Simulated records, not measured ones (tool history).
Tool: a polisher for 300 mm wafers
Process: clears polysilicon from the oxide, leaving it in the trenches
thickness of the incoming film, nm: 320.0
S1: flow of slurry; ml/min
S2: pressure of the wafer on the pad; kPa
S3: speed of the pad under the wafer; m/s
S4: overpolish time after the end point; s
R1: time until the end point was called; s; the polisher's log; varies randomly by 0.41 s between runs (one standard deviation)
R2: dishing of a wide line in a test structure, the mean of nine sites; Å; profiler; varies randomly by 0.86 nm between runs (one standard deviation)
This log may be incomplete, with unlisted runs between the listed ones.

run	hour	S1	S2	S3	S4	R1	R2
1	0	230	23.4	1.28	28	17.299	930.23
2	5.1	230	22.1	1.28	23	17.187	920.16
3	9.8	230	18.6	1.3	19	21.305	921.75
4	11	195	18.6	1.3	19	21.074	938.19
5	12.9	195	15.2	1.3	19	25.071	879.08
6	14.8	195	15.2	1.3	9	25.922	697.53
7	20.1	195	15.9	1.3	10	24.681	741.36

The next listed run, before its measurement:
8	22.5	195	16.5	1.3	10	?	?

{"run 8": {"R1": 23.651, "R2": 755.78}}

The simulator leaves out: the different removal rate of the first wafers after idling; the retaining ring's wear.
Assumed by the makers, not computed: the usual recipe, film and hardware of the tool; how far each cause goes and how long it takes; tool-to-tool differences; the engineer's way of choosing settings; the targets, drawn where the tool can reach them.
